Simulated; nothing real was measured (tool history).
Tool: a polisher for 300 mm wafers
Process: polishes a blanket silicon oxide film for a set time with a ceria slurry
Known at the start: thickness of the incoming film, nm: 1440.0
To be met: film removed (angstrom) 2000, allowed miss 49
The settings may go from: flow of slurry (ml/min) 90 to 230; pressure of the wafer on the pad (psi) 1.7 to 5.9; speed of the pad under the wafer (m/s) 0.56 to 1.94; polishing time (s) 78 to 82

| run | hour | flow of slurry (ml/min) | pressure of the wafer on the pad (psi) | speed of the pad under the wafer (m/s) | polishing time (s) | film removed (angstrom) |
|---|---|---|---|---|---|---|
| 1 | 0 | 150 | 3.8 | 1.24 | 78 | 4602.4 |
| 2 | 2.4 | 150 | 4.5 | 1.24 | 78 | 5412.9 |
| 3 | 7.2 | 140 | 3.7 | 1.14 | 78 | 4212.7 |
| 4 | 9 | 140 | 3.2 | 1.02 | 78 | 3328.3 |
| 5 | 16.7 | 140 | 3.6 | 1.02 | 78 | 3714.5 |
| 6 | 18.7 | 140 | 3.6 | 1.02 | 78 | 3768 |
|  | 26.4 | slurry nozzle cleaned |
| 7 | 26.4 | 140 | 3.1 | 0.96 | 78 | 3322.9 |
| 8 | 35.4 | 110 | 2.1 | 0.62 | 78 | 1664.9 |
| 9 | 41.4 | 125 | 2.1 | 0.62 | 78 | 1685.9 |
| 10 | 44.1 | 140 | 2.2 | 0.62 | 78 | 1785.6 |
| 11 | 50.1 | 150 | 2.2 | 0.62 | 78 | 1843.5 |
| 12 | 54.8 | 160 | 2.2 | 0.62 | 78 | 1872.4 |
| 13 | 58.2 | 165 | 2.2 | 0.62 | 78 | 1840 |
| 14 | 63 | 170 | 2.3 | 0.62 | 78 | 1926.5 |
| 15 | 72 | 190 | 2.4 | 0.62 | 78 | 2077 |

Which of these 4 next moves meets every target?
| A | 81 | 195 | 2 | 0.74 | 81 | ? |
| B | 81 | 210 | 2.6 | 0.58 | 79 | ? |
| C | 81 | 190 | 2.3 | 0.56 | 78 | ? |
| D | 81 | 180 | 1.9 | 0.78 | 78 | ? |

| move | film removed (angstrom) |
|---|---|
| A | 2031.5 |
| B | 2207.6 |
| C | 1876.7 |
| D | 1909.3 |
A: meets every target
B: further off than the last run
C: takes the result that was furthest off past its target
D: takes the result that was furthest off past its target
Answer: A
